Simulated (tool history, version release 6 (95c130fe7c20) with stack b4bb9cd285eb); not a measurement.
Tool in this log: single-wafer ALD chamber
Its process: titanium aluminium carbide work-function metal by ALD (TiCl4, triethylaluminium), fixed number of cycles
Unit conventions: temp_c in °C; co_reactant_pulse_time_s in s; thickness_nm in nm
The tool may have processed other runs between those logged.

| run | day | temp_c | co_reactant_pulse_time_s | thickness_nm |
|---|---|---|---|---|
| 1 | 0.000 | 310 | 9.36 | 1.9461 |
| 2 | 0.200 | 307 | 9.04 | 1.9032 |
| 3 | 0.454 | 307 | 10.63 | 1.9284 |
| 4 | 0.775 | 305 | 10.41 | 1.9130 |
| 5 | 0.883 | 298 | 10.41 | 1.8571 |
| 6 | 1.150 | 296 | 10.23 | 1.8348 |
| 7 | 1.412 | 295 | 10.10 | 1.8070 |

For run 8, what comes out?
| 8 | 1.529 | 294 | 10.04 | ? |

{"run 8": {"thickness_nm": 1.8316}}
